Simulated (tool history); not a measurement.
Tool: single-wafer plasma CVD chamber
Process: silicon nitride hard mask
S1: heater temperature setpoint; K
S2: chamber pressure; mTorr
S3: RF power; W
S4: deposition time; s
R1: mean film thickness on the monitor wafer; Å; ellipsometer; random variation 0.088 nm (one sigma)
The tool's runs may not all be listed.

run 1 hour=0.0 | S1=678.15 S2=1710 S3=400 S4=36.3 | R1=540.53
run 2 hour=1.2 | S1=678.15 S2=1640 S3=385 S4=36.0 | R1=519.32
run 3 hour=2.4 | S1=678.15 S2=1640 S3=330 S4=36.0 | R1=473.89
run 4 hour=10.9 | S1=678.15 S2=1640 S3=330 S4=34.4 | R1=453.30
run 5 hour=18.9 | S1=672.15 S2=1640 S3=330 S4=34.4 | R1=454.22
run 6 hour=20.5 | S1=672.15 S2=1810 S3=330 S4=34.4 | R1=468.20
run 7 hour=23.6 | S1=672.15 S2=1760 S3=325 S4=34.4 | R1=460.75
-- hour=31.7 thermocouple changed; heater temperature recalibrated
run 8 hour=31.7 | S1=672.15 S2=1720 S3=320 S4=34.4 | R1=454.23
run 9 hour=38.0 | S1=672.15 S2=1690 S3=320 S4=34.4 | R1=452.98
run 10 hour=46.8 | S1=672.15 S2=1660 S3=320 S4=34.4 | R1=449.13
run 11 hour=49.6 | S1=672.15 S2=1660 S3=320 S4=34.4 | R1=448.76

Run 12 comes next. What will it give?
run 12 hour=52.1 | S1=672.15 S2=1640 S3=320 S4=34.4 | R1=?

R1: 447.25 Å
